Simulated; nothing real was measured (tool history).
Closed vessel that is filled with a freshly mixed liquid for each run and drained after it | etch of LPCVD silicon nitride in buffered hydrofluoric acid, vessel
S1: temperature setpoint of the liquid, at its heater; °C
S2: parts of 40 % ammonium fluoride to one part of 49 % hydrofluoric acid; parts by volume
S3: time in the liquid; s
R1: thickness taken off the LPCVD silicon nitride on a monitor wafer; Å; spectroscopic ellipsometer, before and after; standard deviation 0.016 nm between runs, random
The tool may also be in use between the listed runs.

run	hour	S1	S2	S3	R1
1	0.0	23.0	17.0	290	23.505
2	1.6	23.0	19.5	290	20.332
3	6.8	25.0	19.5	290	22.810
4	10.4	25.0	15.5	290	28.536
5	12.7	26.0	15.5	290	29.828
6	14.8	22.5	15.5	290	24.924

What does the tool deliver on the next run?
7	17.7	23.0	15.5	290	?

{"run 7": {"R1": 25.615}}
